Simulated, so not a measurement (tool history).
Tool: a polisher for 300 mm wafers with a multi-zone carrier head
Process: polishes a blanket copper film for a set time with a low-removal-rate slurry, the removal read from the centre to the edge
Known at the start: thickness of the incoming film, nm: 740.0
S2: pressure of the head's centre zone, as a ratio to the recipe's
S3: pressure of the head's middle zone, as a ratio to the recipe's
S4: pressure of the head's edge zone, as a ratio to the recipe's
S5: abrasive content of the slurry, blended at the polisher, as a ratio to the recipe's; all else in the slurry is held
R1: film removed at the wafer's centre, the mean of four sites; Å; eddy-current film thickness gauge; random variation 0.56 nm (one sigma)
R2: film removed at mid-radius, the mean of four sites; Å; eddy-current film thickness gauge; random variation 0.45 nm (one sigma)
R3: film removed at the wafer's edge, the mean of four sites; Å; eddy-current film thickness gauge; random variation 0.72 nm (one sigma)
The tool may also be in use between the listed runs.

Run 1, hour 0.0: flow of slurry (ml/min) 215, S2 1.00, S3 1.00, S4 1.00, S5 1.00, polishing time (s) 32. Result: R1 704.36 Å, R2 698.56 Å, R3 692.27 Å.
Run 2, hour 7.4: flow of slurry (ml/min) 210, S2 1.00, S3 0.98, S4 0.98, S5 0.95, polishing time (s) 32. Result: R1 679.24 Å, R2 678.85 Å, R3 679.75 Å.
Run 3, hour 16.2: flow of slurry (ml/min) 210, S2 1.01, S3 0.96, S4 0.97, S5 0.90, polishing time (s) 32. Result: R1 691.32 Å, R2 656.61 Å, R3 684.21 Å.
Run 4, hour 18.1: flow of slurry (ml/min) 210, S2 1.01, S3 0.96, S4 0.97, S5 0.80, polishing time (s) 32. Result: R1 664.60 Å, R2 649.87 Å, R3 667.91 Å.
Run 5, hour 20.7: flow of slurry (ml/min) 210, S2 1.01, S3 0.96, S4 0.97, S5 0.80, polishing time (s) 27. Result: R1 567.52 Å, R2 548.22 Å, R3 567.93 Å.
Run 6, hour 23.1: flow of slurry (ml/min) 210, S2 1.01, S3 0.96, S4 0.97, S5 0.90, polishing time (s) 27. Result: R1 583.62 Å, R2 556.33 Å, R3 558.07 Å.
Run 7, hour 28.1: flow of slurry (ml/min) 210, S2 1.01, S3 0.95, S4 0.97, S5 0.90, polishing time (s) 27. Result: R1 568.70 Å, R2 556.69 Å, R3 563.59 Å.
Run 8, hour 35.0: flow of slurry (ml/min) 210, S2 1.02, S3 0.94, S4 0.97, S5 0.90, polishing time (s) 27. Result: R1 582.05 Å, R2 549.36 Å, R3 567.19 Å.

Forecast run 9:
Run 9, hour 43.2: flow of slurry (ml/min) 210, S2 1.03, S3 0.93, S4 0.97, S5 0.90, polishing time (s) 27. Result: R1 ?, R2 ?, R3 ?.

R1: 592.17 Å
R2: 556.68 Å
R3: 570.28 Å
